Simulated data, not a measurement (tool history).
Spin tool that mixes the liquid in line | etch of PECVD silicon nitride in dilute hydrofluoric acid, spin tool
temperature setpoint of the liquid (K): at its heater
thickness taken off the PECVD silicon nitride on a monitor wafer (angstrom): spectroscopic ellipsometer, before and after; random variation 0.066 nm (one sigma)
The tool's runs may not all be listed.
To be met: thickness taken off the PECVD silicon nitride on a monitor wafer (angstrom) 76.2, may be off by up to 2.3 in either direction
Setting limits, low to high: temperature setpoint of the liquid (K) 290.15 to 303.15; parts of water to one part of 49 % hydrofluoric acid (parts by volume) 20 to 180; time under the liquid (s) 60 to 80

run  hour  temperature setpoint of the liquid (K)  parts of water to one part of 49 % hydrofluoric acid (parts by volume)  time under the liquid (s)  thickness taken off the PECVD silicon nitride on a monitor wafer (angstrom)
  1     0                                  295.15                                                                     100                         80                                                                       34.247
  2   4.8                                  295.15                                                                     100                         60                                                                       25.981
  3   8.6                                  295.15                                                                     115                         60                                                                       22.418
  4  17.5                                  295.15                                                                     150                         60                                                                        17.45
  5  18.5                                  298.65                                                                     150                         60                                                                       21.584
  6  19.5                                  298.65                                                                     150                         80                                                                       29.215
  7  21.1                                  300.15                                                                     130                         80                                                                       36.975
  8  22.6                                  303.15                                                                      90                         80                                                                       64.157

Exactly one of the 4 candidate moves below puts every result within its allowed miss. Which one?
  A  24.1                                  303.15                                                                      95                         65                                                                            ?
  B  24.1                                  300.65                                                                      65                         60                                                                            ?
  C  24.1                                  302.15                                                                      75                         65                                                                            ?
  D  24.1                                  301.65                                                                      70                         80                                                                            ?

move  thickness taken off the PECVD silicon nitride on a monitor wafer (angstrom)
   A                                                                       49.722
   B                                                                       57.088
   C                                                                       59.113
   D                                                                        75.46
A: its largest miss is bigger than the last run's
B: its largest miss is bigger than the last run's
C: its largest miss is bigger than the last run's
D: hits every target within its allowed miss
Move D is the one to make.
